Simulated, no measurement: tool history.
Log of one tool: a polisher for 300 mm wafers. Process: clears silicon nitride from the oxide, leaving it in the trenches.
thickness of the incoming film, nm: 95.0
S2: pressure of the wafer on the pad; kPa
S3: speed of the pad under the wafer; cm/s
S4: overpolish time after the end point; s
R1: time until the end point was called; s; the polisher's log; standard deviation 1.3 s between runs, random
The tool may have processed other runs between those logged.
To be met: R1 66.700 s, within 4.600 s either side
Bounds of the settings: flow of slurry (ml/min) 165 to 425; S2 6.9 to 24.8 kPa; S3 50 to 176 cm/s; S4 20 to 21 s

run 1 day=0.000 | flow_of_slurry_(ml/min)=275 S2=15.9 S3=112 S4=20 | R1=110.470
run 2 day=0.204 | flow_of_slurry_(ml/min)=275 S2=16.5 S3=114 S4=20 | R1=107.200
run 3 day=0.238 | flow_of_slurry_(ml/min)=275 S2=17.2 S3=116 S4=20 | R1=100.170
run 4 day=0.429 | flow_of_slurry_(ml/min)=220 S2=17.2 S3=116 S4=20 | R1=107.920
run 5 day=0.771 | flow_of_slurry_(ml/min)=220 S2=17.2 S3=88 S4=20 | R1=137.660
-- day=0.929 head pressure recalibrated
run 6 day=0.929 | flow_of_slurry_(ml/min)=220 S2=17.2 S3=88 S4=20 | R1=123.010
run 7 day=0.983 | flow_of_slurry_(ml/min)=225 S2=18.6 S3=92 S4=20 | R1=113.120
run 8 day=1.229 | flow_of_slurry_(ml/min)=230 S2=19.3 S3=92 S4=20 | R1=105.960
run 9 day=1.317 | flow_of_slurry_(ml/min)=235 S2=20.0 S3=92 S4=20 | R1=107.450
run 10 day=1.471 | flow_of_slurry_(ml/min)=240 S2=20.7 S3=96 S4=20 | R1=93.930
run 11 day=1.796 | flow_of_slurry_(ml/min)=245 S2=21.4 S3=96 S4=20 | R1=94.411
run 12 day=2.042 | flow_of_slurry_(ml/min)=245 S2=22.1 S3=98 S4=20 | R1=87.967
run 13 day=2.217 | flow_of_slurry_(ml/min)=245 S2=22.8 S3=100 S4=20 | R1=81.362

5 next moves are on the table. One of them brings every result within its allowed miss. Which?
run A day=2.392 | flow_of_slurry_(ml/min)=200 S2=23.4 S3=152 S4=20 | R1=?
run B day=2.392 | flow_of_slurry_(ml/min)=320 S2=22.8 S3=126 S4=21 | R1=?
run C day=2.392 | flow_of_slurry_(ml/min)=235 S2=24.8 S3=140 S4=21 | R1=?
run D day=2.392 | flow_of_slurry_(ml/min)=220 S2=24.1 S3=140 S4=21 | R1=?
run E day=2.392 | flow_of_slurry_(ml/min)=235 S2=24.8 S3=100 S4=21 | R1=?

move=A R1=56.309
move=B R1=65.368
move=C R1=56.605
move=D R1=58.548
move=E R1=77.795
A: pushes the last run's worst result past its target
B: every result lands within tolerance
C: pushes the last run's worst result past its target
D: pushes the last run's worst result past its target
E: nearer the targets than the last run, but a result is still out of spec
Go with B: it meets all targets.
